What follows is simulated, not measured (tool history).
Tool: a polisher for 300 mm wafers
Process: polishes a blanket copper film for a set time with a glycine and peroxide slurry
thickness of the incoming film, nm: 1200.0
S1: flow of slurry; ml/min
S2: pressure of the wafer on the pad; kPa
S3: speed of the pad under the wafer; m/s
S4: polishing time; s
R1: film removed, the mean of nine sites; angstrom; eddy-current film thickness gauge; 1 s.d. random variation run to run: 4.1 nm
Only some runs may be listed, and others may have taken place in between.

Run 1, hour 0.0: S1 260 ml/min, S2 11.0 kPa, S3 0.86 m/s, S4 101 s. Result: R1 3565.0 angstrom.
Run 2, hour 3.4: S1 260 ml/min, S2 11.0 kPa, S3 0.86 m/s, S4 101 s. Result: R1 3496.0 angstrom.
Run 3, hour 4.2: S1 260 ml/min, S2 10.3 kPa, S3 0.86 m/s, S4 101 s. Result: R1 3354.9 angstrom.
Run 4, hour 12.1: S1 260 ml/min, S2 13.1 kPa, S3 0.86 m/s, S4 101 s. Result: R1 3862.8 angstrom.
Run 5, hour 20.3: S1 260 ml/min, S2 10.3 kPa, S3 0.86 m/s, S4 101 s. Result: R1 3429.4 angstrom.
Run 6, hour 23.0: S1 260 ml/min, S2 10.3 kPa, S3 1.04 m/s, S4 101 s. Result: R1 3962.6 angstrom.

Run 7 comes next. What will it give?
Run 7, hour 25.7: S1 260 ml/min, S2 9.7 kPa, S3 1.02 m/s, S4 101 s. Result: R1 ?.

R1: 3768.3 angstrom

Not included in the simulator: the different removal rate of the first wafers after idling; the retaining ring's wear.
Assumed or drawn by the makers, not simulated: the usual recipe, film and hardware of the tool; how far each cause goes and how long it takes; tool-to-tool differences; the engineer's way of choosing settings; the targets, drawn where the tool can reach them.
